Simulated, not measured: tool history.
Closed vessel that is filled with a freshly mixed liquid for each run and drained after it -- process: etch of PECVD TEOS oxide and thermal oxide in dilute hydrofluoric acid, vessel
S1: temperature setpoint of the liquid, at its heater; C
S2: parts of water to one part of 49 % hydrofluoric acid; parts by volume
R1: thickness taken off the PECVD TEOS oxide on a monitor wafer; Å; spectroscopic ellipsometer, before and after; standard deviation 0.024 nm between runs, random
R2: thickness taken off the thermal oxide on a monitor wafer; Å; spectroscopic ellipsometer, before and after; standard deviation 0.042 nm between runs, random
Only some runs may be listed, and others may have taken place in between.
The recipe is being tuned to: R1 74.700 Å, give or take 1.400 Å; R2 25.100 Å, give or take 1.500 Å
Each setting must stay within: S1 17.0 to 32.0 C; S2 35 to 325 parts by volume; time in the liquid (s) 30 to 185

{"run": 1, "day": 0.0, "S1": 24.0, "S2": 180, "time in the liquid (s)": 95, "R1": 68.468, "R2": 22.042}
{"run": 2, "day": 0.108, "S1": 24.5, "S2": 180, "time in the liquid (s)": 95, "R1": 69.534, "R2": 23.485}
{"run": 3, "day": 0.438, "S1": 24.5, "S2": 145, "time in the liquid (s)": 95, "R1": 90.387, "R2": 30.0}
{"run": 4, "day": 0.621, "S1": 23.5, "S2": 145, "time in the liquid (s)": 95, "R1": 86.61, "R2": 28.644}
{"run": 5, "day": 0.788, "S1": 22.5, "S2": 145, "time in the liquid (s)": 95, "R1": 83.189, "R2": 27.945}
{"run": 6, "day": 1.138, "S1": 22.5, "S2": 145, "time in the liquid (s)": 65, "R1": 56.876, "R2": 18.742}
{"run": 7, "day": 1.325, "S1": 24.5, "S2": 145, "time in the liquid (s)": 65, "R1": 61.719, "R2": 20.943}
{"run": 8, "day": 1.517, "S1": 28.5, "S2": 135, "time in the liquid (s)": 65, "R1": 77.813, "R2": 25.613}
{"run": 9, "day": 1.633, "S1": 28.0, "S2": 135, "time in the liquid (s)": 65, "R1": 76.424, "R2": 26.494}

Below are 4 possible settings for the next run. Only one of them brings all results inside the allowed miss of their targets. Which is it?
{"run": "A", "day": 1.75, "S1": 30.5, "S2": 115, "time in the liquid (s)": 50, "R1": "?", "R2": "?"}
{"run": "B", "day": 1.75, "S1": 29.0, "S2": 80, "time in the liquid (s)": 35, "R1": "?", "R2": "?"}
{"run": "C", "day": 1.75, "S1": 30.0, "S2": 190, "time in the liquid (s)": 90, "R1": "?", "R2": "?"}
{"run": "D", "day": 1.75, "S1": 27.5, "S2": 155, "time in the liquid (s)": 80, "R1": "?", "R2": "?"}

move=A R1=77.542 R2=26.029
move=B R1=77.475 R2=26.006
move=C R1=75.188 R2=25.239
move=D R1=78.227 R2=26.259
A: its largest miss is bigger than the last run's
B: its largest miss is bigger than the last run's
C: hits every target within its allowed miss
D: its largest miss is bigger than the last run's
Move C is the one to make.

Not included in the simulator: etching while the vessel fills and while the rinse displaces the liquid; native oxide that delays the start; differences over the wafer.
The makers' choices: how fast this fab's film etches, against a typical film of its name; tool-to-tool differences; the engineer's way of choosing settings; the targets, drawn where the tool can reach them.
